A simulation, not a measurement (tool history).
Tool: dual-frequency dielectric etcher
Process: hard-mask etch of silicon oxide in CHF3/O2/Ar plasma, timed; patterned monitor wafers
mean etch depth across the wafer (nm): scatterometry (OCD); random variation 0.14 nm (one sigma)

| run | hour | source power (kW) | bias power (kW) | etch time (s) | mean etch depth across the wafer (nm) |
|---|---|---|---|---|---|
| 1 | 0 | 0.75 | 0.189 | 14.5 | 31.902 |
| 2 | 6.9 | 0.75 | 0.189 | 14.5 | 31.987 |
| 3 | 12.7 | 0.75 | 0.189 | 13.5 | 29.655 |
| 4 | 18.7 | 0.75 | 0.159 | 13.5 | 28.255 |
| 5 | 23.4 | 0.84 | 0.169 | 13.5 | 30.434 |
| 6 | 30.8 | 0.93 | 0.169 | 13.5 | 32.032 |
| 7 | 34.2 | 0.97 | 0.171 | 13.5 | 32.932 |

Run 8 comes next. What will it give?
| 8 | 35.5 | 1 | 0.172 | 13.5 | ? |

mean etch depth across the wafer (nm): 33.496

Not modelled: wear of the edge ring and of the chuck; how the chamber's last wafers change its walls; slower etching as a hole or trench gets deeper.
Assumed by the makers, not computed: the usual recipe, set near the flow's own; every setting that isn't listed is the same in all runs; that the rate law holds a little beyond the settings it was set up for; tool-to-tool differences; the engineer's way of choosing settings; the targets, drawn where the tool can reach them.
